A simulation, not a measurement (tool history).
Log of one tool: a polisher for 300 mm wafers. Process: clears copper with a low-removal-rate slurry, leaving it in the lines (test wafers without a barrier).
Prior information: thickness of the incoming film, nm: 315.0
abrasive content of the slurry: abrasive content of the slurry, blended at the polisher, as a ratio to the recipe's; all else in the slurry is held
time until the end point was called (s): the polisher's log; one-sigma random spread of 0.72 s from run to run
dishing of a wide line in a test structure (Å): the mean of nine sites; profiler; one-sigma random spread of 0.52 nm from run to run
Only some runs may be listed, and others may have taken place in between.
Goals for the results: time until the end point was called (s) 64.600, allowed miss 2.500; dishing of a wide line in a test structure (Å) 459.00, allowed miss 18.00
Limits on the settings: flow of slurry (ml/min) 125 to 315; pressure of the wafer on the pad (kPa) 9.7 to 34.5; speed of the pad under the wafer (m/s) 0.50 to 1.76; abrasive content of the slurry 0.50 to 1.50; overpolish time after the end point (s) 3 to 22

run    day  flow of slurry (ml/min)  pressure of the wafer on the pad (kPa)  speed of the pad under the wafer (m/s)  abrasive content of the slurry  overpolish time after the end point (s)  time until the end point was called (s)  dishing of a wide line in a test structure (Å)
  1  0.000                      205                                    22.1                                    1.12                            1.00                                       11                                   89.156                                          240.26
  2  0.067                      165                                    22.1                                    1.12                            1.00                                       11                                   88.712                                          237.49
  3  0.429                      165                                    19.3                                    1.12                            1.00                                       11                                  102.670                                          207.14
  4  0.792                      165                                    20.7                                    1.12                            1.00                                       12                                   95.416                                          242.37
  5  0.862                      165                                    20.7                                    1.12                            1.00                                        8                                   97.896                                          165.94
  6  1.083                      165                                    22.1                                    1.12                            1.00                                        9                                   92.375                                          200.54
  7  1.279                      165                                    23.4                                    1.10                            1.00                                       10                                   86.619                                          223.74
  8  1.629                      165                                    23.4                                    1.10                            1.00                                       10                                   87.323                                          226.72
  9  1.858                      165                                    24.8                                    1.10                            1.00                                       11                                   81.146                                          256.51
 10  2.071                      165                                    25.5                                    1.10                            1.00                                       12                                   79.586                                          289.21
 11  2.362                      165                                    26.2                                    1.10                            1.00                                       13                                   78.328                                          311.13
 12  2.575                      165                                    26.9                                    1.10                            1.00                                       13                                   77.747                                          318.81
 13  2.825                      165                                    27.6                                    1.10                            1.00                                       13                                   74.711                                          333.97
 14  3.142                      165                                    28.3                                    1.10                            1.00                                       13                                   73.540                                          332.62
 15  3.175                      165                                    29.0                                    1.10                            1.00                                       13                                   71.770                                          340.80
     3.467  -- head pressure recalibrated
 16  3.467                      165                                    31.7                                    1.10                            1.00                                       16                                   70.059                                          412.72
 17  3.588                      165                                    32.4                                    1.10                            1.00                                       16                                   68.606                                          419.95
 18  3.800                      165                                    33.8                                    1.10                            1.00                                       16                                   65.360                                          437.83

Exactly one of the 4 candidate moves below puts every result within its allowed miss. Which one?
  A  4.012                      185                                    31.7                                    1.16                            0.95                                       16                                        ?                                               ?
  B  4.012                      125                                    32.4                                    1.18                            0.80                                       17                                        ?                                               ?
  C  4.012                      180                                    34.5                                    1.08                            1.05                                       14                                        ?                                               ?
  D  4.012                      235                                    31.0                                    1.20                            0.95                                       17                                        ?                                               ?

move  time until the end point was called (s)  dishing of a wide line in a test structure (Å)
   A                                   66.214                                          434.27
   B                                   69.787                                          437.55
   C                                   63.725                                          403.40
   D                                   64.038                                          467.43
A: its largest miss is bigger than the last run's
B: its largest miss is bigger than the last run's
C: its largest miss is bigger than the last run's
D: every result within its allowed miss
D meets every target.

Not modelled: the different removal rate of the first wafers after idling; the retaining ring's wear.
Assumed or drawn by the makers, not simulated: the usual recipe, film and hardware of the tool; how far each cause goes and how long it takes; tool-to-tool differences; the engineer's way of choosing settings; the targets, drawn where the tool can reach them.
